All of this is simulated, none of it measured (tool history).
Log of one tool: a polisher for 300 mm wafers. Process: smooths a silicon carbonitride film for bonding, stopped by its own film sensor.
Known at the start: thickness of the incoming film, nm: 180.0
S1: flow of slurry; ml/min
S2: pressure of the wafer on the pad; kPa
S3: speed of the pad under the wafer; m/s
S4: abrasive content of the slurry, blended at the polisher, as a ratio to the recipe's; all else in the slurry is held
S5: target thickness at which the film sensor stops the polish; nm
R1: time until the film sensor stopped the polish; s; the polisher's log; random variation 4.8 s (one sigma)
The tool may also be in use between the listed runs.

Run 1, hour 0.0: S1 300 ml/min, S2 10.3 kPa, S3 1.10 m/s, S4 1.0, S5 138 nm. Result: R1 188.35 s.
Run 2, hour 9.0: S1 300 ml/min, S2 9.7 kPa, S3 1.10 m/s, S4 1.0, S5 138 nm. Result: R1 207.09 s.
Run 3, hour 15.6: S1 300 ml/min, S2 9.7 kPa, S3 1.10 m/s, S4 0.8, S5 138 nm. Result: R1 233.69 s.
Run 4, hour 19.9: S1 300 ml/min, S2 7.6 kPa, S3 1.10 m/s, S4 0.8, S5 138 nm. Result: R1 293.99 s.
Run 5, hour 26.1: S1 300 ml/min, S2 7.6 kPa, S3 1.32 m/s, S4 0.8, S5 138 nm. Result: R1 251.93 s.
Run 6, hour 27.9: S1 300 ml/min, S2 8.3 kPa, S3 1.32 m/s, S4 0.8, S5 138 nm. Result: R1 233.14 s.
Run 7, hour 36.6: S1 300 ml/min, S2 7.6 kPa, S3 1.32 m/s, S4 0.8, S5 138 nm. Result: R1 252.80 s.

Forecast run 8:
Run 8, hour 43.8: S1 300 ml/min, S2 6.9 kPa, S3 1.32 m/s, S4 0.8, S5 138 nm. Result: R1 ?.

{"run 8": {"R1": 273.88}}
